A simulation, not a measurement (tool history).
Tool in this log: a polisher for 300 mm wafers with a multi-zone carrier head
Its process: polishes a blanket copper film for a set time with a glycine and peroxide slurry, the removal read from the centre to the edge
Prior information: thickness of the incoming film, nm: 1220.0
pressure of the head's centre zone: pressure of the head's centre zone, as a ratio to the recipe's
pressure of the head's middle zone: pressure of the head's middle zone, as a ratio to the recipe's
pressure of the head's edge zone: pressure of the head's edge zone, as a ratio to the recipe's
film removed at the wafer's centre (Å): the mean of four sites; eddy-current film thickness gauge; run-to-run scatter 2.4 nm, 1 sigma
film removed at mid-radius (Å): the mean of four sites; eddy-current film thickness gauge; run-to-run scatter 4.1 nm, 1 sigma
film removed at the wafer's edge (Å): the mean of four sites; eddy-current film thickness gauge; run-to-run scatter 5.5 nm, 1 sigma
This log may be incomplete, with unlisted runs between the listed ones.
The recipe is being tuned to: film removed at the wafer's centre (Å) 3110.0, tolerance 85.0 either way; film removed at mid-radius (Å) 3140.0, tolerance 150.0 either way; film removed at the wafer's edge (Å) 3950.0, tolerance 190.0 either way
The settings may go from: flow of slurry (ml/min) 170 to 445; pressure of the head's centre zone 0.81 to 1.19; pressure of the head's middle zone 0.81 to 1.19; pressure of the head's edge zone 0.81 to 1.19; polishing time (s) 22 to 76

| run | hour | flow of slurry (ml/min) | pressure of the head's centre zone | pressure of the head's middle zone | pressure of the head's edge zone | polishing time (s) | film removed at the wafer's centre (Å) | film removed at mid-radius (Å) | film removed at the wafer's edge (Å) |
|---|---|---|---|---|---|---|---|---|---|
| 1 | 0.0 | 285 | 1.00 | 1.00 | 1.00 | 49 | 2638.3 | 2609.7 | 2805.5 |
| 2 | 5.3 | 285 | 1.05 | 1.00 | 1.00 | 49 | 2746.7 | 2590.2 | 2771.8 |
| 3 | 10.9 | 215 | 1.05 | 1.00 | 1.00 | 49 | 2648.2 | 2511.3 | 2737.6 |
| 4 | 19.4 | 210 | 1.04 | 0.99 | 1.02 | 51 | 2724.4 | 2601.2 | 2850.3 |
| 5 | 21.8 | 210 | 1.04 | 1.02 | 1.02 | 51 | 2731.8 | 2734.1 | 2873.1 |
| 6 | 26.8 | 210 | 1.04 | 1.02 | 1.10 | 51 | 2723.0 | 2568.3 | 3000.0 |
| 7 | 32.3 | 215 | 1.03 | 1.02 | 1.11 | 53 | 2791.5 | 2785.5 | 3095.4 |
| 8 | 35.8 | 210 | 1.02 | 1.00 | 1.12 | 55 | 2893.6 | 2815.8 | 3248.8 |
| 9 | 41.6 | 210 | 1.01 | 0.99 | 1.13 | 56 | 2912.8 | 2911.3 | 3348.2 |
| 10 | 48.6 | 210 | 1.00 | 0.97 | 1.14 | 57 | 2960.5 | 2881.8 | 3342.4 |
| 11 | 55.9 | 205 | 0.99 | 0.97 | 1.15 | 58 | 2880.7 | 2912.0 | 3437.0 |
| 12 | 62.6 | 205 | 0.99 | 0.96 | 1.16 | 59 | 2940.3 | 2942.1 | 3571.3 |
| 13 | 65.9 | 210 | 0.99 | 0.96 | 1.16 | 60 | 3055.2 | 2925.8 | 3520.1 |

Which of these 5 next moves meets every target?
| A | 69.2 | 195 | 1.03 | 0.97 | 1.19 | 56 | ? | ? | ? |
| B | 69.2 | 205 | 1.03 | 1.06 | 1.10 | 59 | ? | ? | ? |
| C | 69.2 | 175 | 0.93 | 0.94 | 1.19 | 67 | ? | ? | ? |
| D | 69.2 | 190 | 0.94 | 0.91 | 1.18 | 61 | ? | ? | ? |
| E | 69.2 | 185 | 0.96 | 0.81 | 1.19 | 65 | ? | ? | ? |

| move | film removed at the wafer's centre (Å) | film removed at mid-radius (Å) | film removed at the wafer's edge (Å) |
|---|---|---|---|
| A | 2927.1 | 2765.3 | 3461.9 |
| B | 3115.6 | 3143.0 | 3520.9 |
| C | 3086.6 | 3167.8 | 4081.8 |
| D | 2891.4 | 2860.8 | 3744.2 |
| E | 3127.6 | 2787.7 | 3997.7 |
A: further off than the last run
B: no nearer and no further than the last run
C: each result inside its tolerance
D: further off than the last run
E: the worst result of the last run now meets its target, but another is out of spec
Move C is the one to make.
